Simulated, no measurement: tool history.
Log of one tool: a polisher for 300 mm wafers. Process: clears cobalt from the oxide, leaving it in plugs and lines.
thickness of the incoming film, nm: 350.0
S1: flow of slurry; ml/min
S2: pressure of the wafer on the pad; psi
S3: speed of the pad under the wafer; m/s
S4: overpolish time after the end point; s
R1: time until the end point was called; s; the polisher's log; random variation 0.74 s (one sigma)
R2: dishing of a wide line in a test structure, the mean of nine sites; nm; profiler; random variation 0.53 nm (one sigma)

run	hour	S1	S2	S3	S4	R1	R2
1	0.0	270	2.4	0.80	9	69.614	21.379
2	6.7	270	2.4	0.80	6	71.256	16.940
3	14.6	270	2.5	0.80	7	67.879	18.792
4	17.7	270	2.6	0.80	8	65.601	19.727
5	19.6	270	2.6	0.72	8	70.931	18.650
6	27.7	235	2.6	0.72	8	73.290	19.247
7	30.9	235	2.6	0.72	8	74.543	19.359

Run 8 comes next. What will it give?
8	39.5	250	2.7	0.72	9	?	?

Run 8 gave R1 71.505 s, R2 20.597 nm.
